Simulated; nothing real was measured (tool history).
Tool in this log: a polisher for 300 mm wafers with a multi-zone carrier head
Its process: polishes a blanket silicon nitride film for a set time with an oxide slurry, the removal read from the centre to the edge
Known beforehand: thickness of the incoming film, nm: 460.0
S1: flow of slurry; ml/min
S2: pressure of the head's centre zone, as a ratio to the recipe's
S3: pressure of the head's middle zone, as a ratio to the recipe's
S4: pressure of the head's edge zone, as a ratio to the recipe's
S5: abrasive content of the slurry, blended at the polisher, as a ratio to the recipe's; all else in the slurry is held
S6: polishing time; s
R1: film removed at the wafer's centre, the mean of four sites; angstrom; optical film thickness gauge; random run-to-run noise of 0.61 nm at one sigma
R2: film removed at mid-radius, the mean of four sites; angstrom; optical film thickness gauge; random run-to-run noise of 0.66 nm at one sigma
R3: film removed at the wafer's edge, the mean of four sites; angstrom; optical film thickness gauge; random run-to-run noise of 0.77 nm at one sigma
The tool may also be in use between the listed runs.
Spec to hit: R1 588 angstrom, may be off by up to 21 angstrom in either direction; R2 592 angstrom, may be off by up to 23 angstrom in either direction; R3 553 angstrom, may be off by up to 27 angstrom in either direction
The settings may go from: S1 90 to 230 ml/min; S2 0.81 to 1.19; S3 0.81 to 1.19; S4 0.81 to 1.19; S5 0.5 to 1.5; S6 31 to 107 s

run    day   S1    S2    S3    S4    S5  S6      R1      R2      R3
  1      0  150     1     1     1     1  69  427.54  442.39  442.41
  2   0.15  150     1  0.92     1     1  69  428.69  406.97  442.96
  3  0.208  160  1.03  0.97  1.03   1.1  69  468.65  453.88  466.04
  4  0.417  165  1.04  0.99  1.05   1.2  69  491.42  480.04  489.32
  5  0.608  170  1.06  1.02  1.06  1.25  69  522.51  502.26  514.69
  6   0.65  180  1.07  1.05  1.05  1.25  69   535.1  516.14  508.23
  7  0.962  185  1.07  1.08  1.06   1.3  69  542.59   539.1  509.41
  8  1.062  185  1.07  1.09  1.07  1.35  69  553.64  554.55  519.62
  9  1.108  190  1.07  1.09  1.08  1.35  69  550.32  567.06  527.76
 10  1.208  195  1.08  1.09  1.09  1.35  69  550.67  552.67  533.01

4 next moves are on the table. One of them brings every result within its allowed miss. Which?
  A  1.308  165  1.13  1.09  1.01  1.45  73   ?   ?   ?
  B  1.308  215  1.07   1.1     1   1.4  72   ?   ?   ?
  C  1.308  165  1.11  1.02   0.9   1.5  76   ?   ?   ?
  D  1.308  210  1.12  1.01  1.11   1.3  71   ?   ?   ?

move      R1      R2      R3
   A  624.59  582.79  543.23
   B     603  595.79  542.51
   C  646.71  584.75  543.04
   D  601.47   532.4  545.77
A: moves the result that the last run missed by most past its target, out the other side
B: hits every target within its allowed miss
C: moves the result that the last run missed by most past its target, out the other side
D: the worst result of the last run now meets its target, but another is out of spec
Correct choice: B, which meets every target
